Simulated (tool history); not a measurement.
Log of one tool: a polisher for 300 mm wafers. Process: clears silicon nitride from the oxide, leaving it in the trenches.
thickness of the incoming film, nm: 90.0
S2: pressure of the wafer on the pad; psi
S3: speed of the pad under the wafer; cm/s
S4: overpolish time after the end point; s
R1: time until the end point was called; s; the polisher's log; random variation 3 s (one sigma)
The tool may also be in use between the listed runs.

{"run": 1, "day": 0.0, "flow of slurry (ml/min)": 240, "S2": 2.4, "S3": 80, "S4": 10, "R1": 160.5}
{"run": 2, "day": 0.146, "flow of slurry (ml/min)": 295, "S2": 2.4, "S3": 80, "S4": 10, "R1": 162.2}
{"run": 3, "day": 0.283, "flow of slurry (ml/min)": 245, "S2": 2.4, "S3": 80, "S4": 10, "R1": 162.59}
{"run": 4, "day": 0.346, "flow of slurry (ml/min)": 245, "S2": 2.3, "S3": 80, "S4": 10, "R1": 172.94}
{"run": 5, "day": 0.417, "flow of slurry (ml/min)": 245, "S2": 2.5, "S3": 80, "S4": 10, "R1": 158.8}
{"run": 6, "day": 0.442, "flow of slurry (ml/min)": 245, "S2": 2.3, "S3": 80, "S4": 10, "R1": 175.35}

Run 7 comes next. What will it give?
{"run": 7, "day": 0.488, "flow of slurry (ml/min)": 245, "S2": 2.3, "S3": 80, "S4": 10, "R1": "?"}

R1: 171.31 s
